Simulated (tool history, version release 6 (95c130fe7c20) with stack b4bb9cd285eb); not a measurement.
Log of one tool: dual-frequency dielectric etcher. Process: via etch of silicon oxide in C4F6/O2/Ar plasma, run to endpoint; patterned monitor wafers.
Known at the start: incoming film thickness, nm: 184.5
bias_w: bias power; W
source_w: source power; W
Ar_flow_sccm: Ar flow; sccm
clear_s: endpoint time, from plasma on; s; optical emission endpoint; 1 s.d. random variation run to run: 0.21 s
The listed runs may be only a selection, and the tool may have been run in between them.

run,day,bias_w,source_w,Ar_flow_sccm,clear_s
1,0,596,350,356,40.746
2,0.267,520,350,356,43.287
3,0.462,461,350,356,45.491
4,0.725,513,350,355,43.552
5,1.029,513,350,409,44.337
6,1.375,513,300,409,47.43
7,1.662,573,310,408,44.098
8,2.008,616,310,407,43.288
9,2.371,616,310,407,43.246
10,2.558,656,320,406,41.329
11,2.8,656,320,406,41.366
12,2.988,688,320,406,40.961
13,3.233,714,330,404,38.87
14,3.421,730,330,404,39.18
15,3.775,748,330,403,38.748
# day 3.896: Ar flow controller replaced
16,3.896,763,330,402,38.584
17,4.238,776,330,401,38.256

What does the tool deliver on the next run?
18,4.412,786,330,400,?

clear_s: 37.906 s

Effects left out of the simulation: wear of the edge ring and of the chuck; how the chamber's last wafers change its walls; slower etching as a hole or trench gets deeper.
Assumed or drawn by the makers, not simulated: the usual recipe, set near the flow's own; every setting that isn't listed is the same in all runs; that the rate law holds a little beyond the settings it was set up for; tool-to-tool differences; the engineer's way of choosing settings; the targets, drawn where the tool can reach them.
